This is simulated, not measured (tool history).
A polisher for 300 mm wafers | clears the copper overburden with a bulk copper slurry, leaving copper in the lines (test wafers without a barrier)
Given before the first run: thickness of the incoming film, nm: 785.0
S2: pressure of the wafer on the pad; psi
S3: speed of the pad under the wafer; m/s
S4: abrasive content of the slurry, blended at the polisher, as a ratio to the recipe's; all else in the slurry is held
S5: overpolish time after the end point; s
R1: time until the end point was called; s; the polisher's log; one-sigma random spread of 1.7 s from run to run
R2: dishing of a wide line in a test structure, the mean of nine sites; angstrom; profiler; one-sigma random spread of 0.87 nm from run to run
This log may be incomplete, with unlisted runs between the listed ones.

{"run": 1, "day": 0.0, "flow of slurry (ml/min)": 295, "S2": 2.1, "S3": 1.26, "S4": 1.0, "S5": 26, "R1": 127.81, "R2": 693.59}
{"run": 2, "day": 0.029, "flow of slurry (ml/min)": 295, "S2": 1.9, "S3": 1.26, "S4": 1.0, "S5": 26, "R1": 137.52, "R2": 621.93}
{"run": 3, "day": 0.296, "flow of slurry (ml/min)": 295, "S2": 1.9, "S3": 1.26, "S4": 0.9, "S5": 26, "R1": 138.95, "R2": 636.2}
{"run": 4, "day": 0.629, "flow of slurry (ml/min)": 295, "S2": 2.4, "S3": 1.26, "S4": 0.9, "S5": 26, "R1": 120.6, "R2": 686.34}
{"run": 5, "day": 0.708, "flow of slurry (ml/min)": 295, "S2": 2.4, "S3": 1.26, "S4": 0.9, "S5": 18, "R1": 119.05, "R2": 600.39}
{"run": 6, "day": 0.996, "flow of slurry (ml/min)": 320, "S2": 2.4, "S3": 1.26, "S4": 0.9, "S5": 18, "R1": 115.97, "R2": 587.07}
{"run": 7, "day": 1.108, "flow of slurry (ml/min)": 300, "S2": 2.1, "S3": 1.24, "S4": 0.9, "S5": 20, "R1": 132.29, "R2": 577.44}

What does the tool deliver on the next run?
{"day": 1.233, "done": "worn pad replaced by a new one"}
{"run": 8, "day": 1.233, "flow of slurry (ml/min)": 290, "S2": 1.9, "S3": 1.22, "S4": 0.9, "S5": 22, "R1": "?", "R2": "?"}

R1: 132.06 s
R2: 613.42 angstrom
